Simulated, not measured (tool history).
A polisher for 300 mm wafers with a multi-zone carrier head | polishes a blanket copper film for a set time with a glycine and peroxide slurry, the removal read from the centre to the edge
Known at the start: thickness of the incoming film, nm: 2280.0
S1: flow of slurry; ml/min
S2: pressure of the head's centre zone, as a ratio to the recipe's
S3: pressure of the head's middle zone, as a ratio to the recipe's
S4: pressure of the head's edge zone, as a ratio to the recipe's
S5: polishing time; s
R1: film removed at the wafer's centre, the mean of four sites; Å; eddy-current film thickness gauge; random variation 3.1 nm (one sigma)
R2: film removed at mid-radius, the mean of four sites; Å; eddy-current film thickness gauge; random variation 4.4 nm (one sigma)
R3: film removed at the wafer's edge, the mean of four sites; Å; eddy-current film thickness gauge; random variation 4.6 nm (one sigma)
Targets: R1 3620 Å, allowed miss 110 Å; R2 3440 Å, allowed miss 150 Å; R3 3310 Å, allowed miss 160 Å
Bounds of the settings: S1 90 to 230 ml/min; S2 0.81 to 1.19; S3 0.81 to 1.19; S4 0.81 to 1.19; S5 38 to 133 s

run 1 day=0 | S1=150 S2=1 S3=1 S4=1 S5=85 | R1=4665.6 R2=4721.8 R3=4537.2
run 2 day=0.05 | S1=150 S2=1.04 S3=1 S4=1 S5=85 | R1=4744.5 R2=4806.9 R3=4482.2
run 3 day=0.221 | S1=130 S2=1.04 S3=1 S4=1 S5=85 | R1=4752.8 R2=4579.7 R3=4336.6
run 4 day=0.417 | S1=125 S2=1.03 S3=1 S4=0.99 S5=83 | R1=4495.5 R2=4419.3 R3=4166.8
run 5 day=0.683 | S1=120 S2=1.02 S3=0.99 S4=0.98 S5=82 | R1=4332.7 R2=4248.5 R3=4095.1
run 6 day=0.883 | S1=120 S2=1.02 S3=0.91 S4=0.98 S5=82 | R1=4309.6 R2=4014.1 R3=4086.2
run 7 day=1.15 | S1=120 S2=1.02 S3=0.91 S4=0.97 S5=81 | R1=4321.1 R2=4033.4 R3=4111.1
run 8 day=1.417 | S1=115 S2=1.02 S3=0.92 S4=0.96 S5=79 | R1=4221.9 R2=3816.2 R3=3857.1
run 9 day=1.508 | S1=115 S2=1.01 S3=0.93 S4=0.95 S5=78 | R1=4094 R2=3921.3 R3=3840.1
run 10 day=1.721 | S1=115 S2=1.01 S3=0.93 S4=0.94 S5=77 | R1=4023.8 R2=3742.8 R3=3737.6
run 11 day=1.758 | S1=115 S2=1 S3=0.93 S4=0.93 S5=77 | R1=3978.8 R2=3803.8 R3=3696.6
run 12 day=1.888 | S1=105 S2=0.97 S3=0.86 S4=0.84 S5=71 | R1=3503.3 R2=3217.9 R3=3409.9
run 13 day=2.262 | S1=105 S2=0.97 S3=0.87 S4=0.84 S5=71 | R1=3459 R2=3238.8 R3=3264.4
run 14 day=2.346 | S1=130 S2=0.98 S3=0.91 S4=0.85 S5=72 | R1=3740.4 R2=3593.7 R3=3527

Which of these 4 next moves meets every target?
run A day=2.429 | S1=90 S2=0.99 S3=0.9 S4=0.81 S5=75 | R1=? R2=? R3=?
run B day=2.429 | S1=125 S2=1.02 S3=0.86 S4=0.9 S5=68 | R1=? R2=? R3=?
run C day=2.429 | S1=130 S2=0.92 S3=1.07 S4=0.84 S5=69 | R1=? R2=? R3=?
run D day=2.429 | S1=105 S2=1.02 S3=1.15 S4=0.81 S5=66 | R1=? R2=? R3=?

move=A R1=3585.2 R2=3400.6 R3=3350.4
move=B R1=3635.3 R2=3192.2 R3=3345.5
move=C R1=3357.7 R2=3898.2 R3=3298.9
move=D R1=3392.9 R2=3789.5 R3=3010.2
A: meets every target
B: brings the result that was furthest off to its target, and leaves another outside
C: brings the result that was furthest off to its target, and leaves another outside
D: takes the result that was furthest off past its target
The right move is A.

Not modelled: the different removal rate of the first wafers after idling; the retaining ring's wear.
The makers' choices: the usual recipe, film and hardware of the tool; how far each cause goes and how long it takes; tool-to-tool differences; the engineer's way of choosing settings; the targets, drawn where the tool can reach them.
